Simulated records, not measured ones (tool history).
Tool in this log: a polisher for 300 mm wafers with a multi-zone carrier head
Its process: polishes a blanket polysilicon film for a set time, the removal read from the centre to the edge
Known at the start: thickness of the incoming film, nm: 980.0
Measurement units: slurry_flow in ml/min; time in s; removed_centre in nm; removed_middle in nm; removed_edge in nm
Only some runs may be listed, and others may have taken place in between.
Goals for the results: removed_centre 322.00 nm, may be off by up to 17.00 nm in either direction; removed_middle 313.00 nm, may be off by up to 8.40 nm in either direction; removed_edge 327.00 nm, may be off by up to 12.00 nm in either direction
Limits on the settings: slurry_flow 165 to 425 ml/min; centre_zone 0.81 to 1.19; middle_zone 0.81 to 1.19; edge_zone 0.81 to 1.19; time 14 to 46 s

run  hour  slurry_flow  centre_zone  middle_zone  edge_zone  time  removed_centre  removed_middle  removed_edge
  1   0.0          275         1.00         1.00       1.00    30          352.51          353.51        347.79
  2   8.4          275         1.00         1.03       1.00    30          357.25          361.18        350.89
  3  16.1          270         0.99         1.01       0.99    30          344.85          355.98        351.54
  4  18.5          270         0.99         1.05       0.99    30          353.34          365.29        353.28
  5  22.5          265         0.99         1.02       0.99    30          345.32          358.54        355.25
  6  25.1          265         0.99         1.00       0.99    30          350.68          354.19        350.92
  7  32.6          265         0.99         0.98       0.99    30          358.60          342.59        347.87
  8  33.9          265         0.98         0.97       0.99    30          341.65          351.09        351.38
  9  35.2          265         0.98         0.95       0.99    30          337.95          341.28        350.42
 10  39.1          265         0.98         0.94       0.98    30          333.17          335.98        349.03
 11  45.0          265         0.99         0.93       0.97    30          352.21          336.77        347.01
 12  50.7          265         0.98         0.92       0.96    30          345.67          328.18        352.93
 13  58.3          245         0.97         0.94       0.89    28          312.09          312.69        310.55
 14  67.2          245         0.97         0.94       0.89    28          317.46          310.21        303.82
 15  69.9          250         0.97         0.94       0.90    28          317.63          316.72        310.94

Exactly one of the 4 candidate moves below puts every result within its allowed miss. Which one?
  A  72.6          290         1.13         1.04       0.81    28               ?               ?             ?
  B  72.6          350         0.94         0.95       0.88    29               ?               ?             ?
  C  72.6          195         0.99         1.01       0.84    27               ?               ?             ?
  D  72.6          275         0.93         0.85       0.87    30               ?               ?             ?

move  removed_centre  removed_middle  removed_edge
   A          374.11          342.20        296.32
   B          328.34          338.92        323.29
   C          296.79          305.98        278.65
   D          326.86          317.03        326.93
A: lands further from the targets than the last run did
B: meets the target for the result that was furthest off, but another lies outside its allowed miss
C: lands further from the targets than the last run did
D: hits every target within its allowed miss
The right move is D.
